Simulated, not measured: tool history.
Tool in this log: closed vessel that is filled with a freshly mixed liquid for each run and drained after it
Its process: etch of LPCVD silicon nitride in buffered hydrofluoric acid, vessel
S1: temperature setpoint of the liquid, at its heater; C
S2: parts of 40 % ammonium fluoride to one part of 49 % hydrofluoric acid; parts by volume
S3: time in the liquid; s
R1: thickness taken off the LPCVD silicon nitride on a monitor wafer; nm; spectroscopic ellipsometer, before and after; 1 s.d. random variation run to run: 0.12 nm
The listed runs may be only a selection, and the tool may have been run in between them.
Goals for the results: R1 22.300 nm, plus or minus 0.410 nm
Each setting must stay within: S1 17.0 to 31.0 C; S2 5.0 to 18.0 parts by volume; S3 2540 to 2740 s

Run 1, hour 0.0: S1 23.0 C, S2 11.0 parts by volume, S3 2540 s. Result: R1 37.276 nm.
Run 2, hour 4.8: S1 23.0 C, S2 11.0 parts by volume, S3 2540 s. Result: R1 37.040 nm.
Run 3, hour 11.9: S1 23.0 C, S2 11.0 parts by volume, S3 2540 s. Result: R1 37.678 nm.
Run 4, hour 20.9: S1 20.0 C, S2 11.0 parts by volume, S3 2540 s. Result: R1 31.369 nm.
Run 5, hour 26.0: S1 23.5 C, S2 11.0 parts by volume, S3 2540 s. Result: R1 38.198 nm.
Run 6, hour 30.6: S1 22.5 C, S2 11.5 parts by volume, S3 2540 s. Result: R1 34.687 nm.
Run 7, hour 39.1: S1 21.5 C, S2 11.5 parts by volume, S3 2540 s. Result: R1 33.042 nm.
Run 8, hour 45.6: S1 21.0 C, S2 12.0 parts by volume, S3 2540 s. Result: R1 30.416 nm.
Run 9, hour 47.3: S1 20.5 C, S2 12.0 parts by volume, S3 2540 s. Result: R1 30.165 nm.
Run 10, hour 53.4: S1 20.0 C, S2 12.0 parts by volume, S3 2540 s. Result: R1 29.360 nm.
Run 11, hour 58.4: S1 19.5 C, S2 12.0 parts by volume, S3 2540 s. Result: R1 28.272 nm.
Run 12, hour 64.6: S1 19.0 C, S2 12.0 parts by volume, S3 2540 s. Result: R1 27.552 nm.
Run 13, hour 73.4: S1 18.5 C, S2 12.0 parts by volume, S3 2540 s. Result: R1 26.771 nm.
Run 14, hour 79.4: S1 17.5 C, S2 13.0 parts by volume, S3 2540 s. Result: R1 23.333 nm.
Run 15, hour 82.6: S1 17.0 C, S2 13.5 parts by volume, S3 2540 s. Result: R1 21.869 nm.

Next run, 5 choices. One meets every target within its allowed miss, the rest don't. Which?
Run A, hour 85.8: S1 17.0 C, S2 14.0 parts by volume, S3 2570 s. Result: R1 ?.
Run B, hour 85.8: S1 19.5 C, S2 16.0 parts by volume, S3 2580 s. Result: R1 ?.
Run C, hour 85.8: S1 17.5 C, S2 14.0 parts by volume, S3 2680 s. Result: R1 ?.
Run D, hour 85.8: S1 17.0 C, S2 14.5 parts by volume, S3 2605 s. Result: R1 ?.
Run E, hour 85.8: S1 17.0 C, S2 13.5 parts by volume, S3 2600 s. Result: R1 ?.

move      R1
   A  21.376
   B  21.683
   C  22.936
   D  20.932
   E  22.412
A: moves away from the targets compared with the last run
B: moves away from the targets compared with the last run
C: carries the result that was furthest off beyond its target, to the other side
D: moves away from the targets compared with the last run
E: every result within its allowed miss
The right move is E.

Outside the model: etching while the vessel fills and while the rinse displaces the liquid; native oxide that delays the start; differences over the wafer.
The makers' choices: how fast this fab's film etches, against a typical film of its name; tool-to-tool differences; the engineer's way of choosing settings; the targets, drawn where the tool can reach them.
